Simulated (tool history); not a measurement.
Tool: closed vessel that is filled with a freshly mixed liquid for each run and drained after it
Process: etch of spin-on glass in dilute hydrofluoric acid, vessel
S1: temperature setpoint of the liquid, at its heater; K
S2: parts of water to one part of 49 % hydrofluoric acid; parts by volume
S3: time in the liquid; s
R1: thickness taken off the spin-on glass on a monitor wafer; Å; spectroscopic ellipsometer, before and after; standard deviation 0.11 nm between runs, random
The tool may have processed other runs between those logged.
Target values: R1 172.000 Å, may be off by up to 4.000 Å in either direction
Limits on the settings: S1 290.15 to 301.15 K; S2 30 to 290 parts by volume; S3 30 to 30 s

| run | hour | S1 | S2 | S3 | R1 |
|---|---|---|---|---|---|
| 1 | 0.0 | 293.15 | 160 | 30 | 86.707 |
| 2 | 7.2 | 295.15 | 145 | 30 | 103.600 |
| 3 | 15.4 | 296.65 | 135 | 30 | 120.910 |
| 4 | 16.8 | 296.65 | 135 | 30 | 120.130 |
| 5 | 25.2 | 297.65 | 130 | 30 | 130.230 |
| 6 | 26.5 | 298.65 | 125 | 30 | 141.560 |
| 7 | 34.1 | 299.15 | 120 | 30 | 151.350 |
| 8 | 37.2 | 299.65 | 120 | 30 | 155.100 |
| 9 | 39.0 | 300.15 | 120 | 30 | 158.340 |

Which of these 5 next moves meets every target?
| A | 40.8 | 300.65 | 125 | 30 | ? |
| B | 40.8 | 298.65 | 105 | 30 | ? |
| C | 40.8 | 300.15 | 105 | 30 | ? |
| D | 40.8 | 298.65 | 100 | 30 | ? |
| E | 40.8 | 299.65 | 105 | 30 | ? |

| move | R1 |
|---|---|
| A | 152.560 |
| B | 172.570 |
| C | 182.880 |
| D | 182.350 |
| E | 179.390 |
A: the biggest miss grows against the last run
B: every result lands within tolerance
C: pushes the last run's worst result past its target
D: pushes the last run's worst result past its target
E: pushes the last run's worst result past its target
Move B is the one to make.
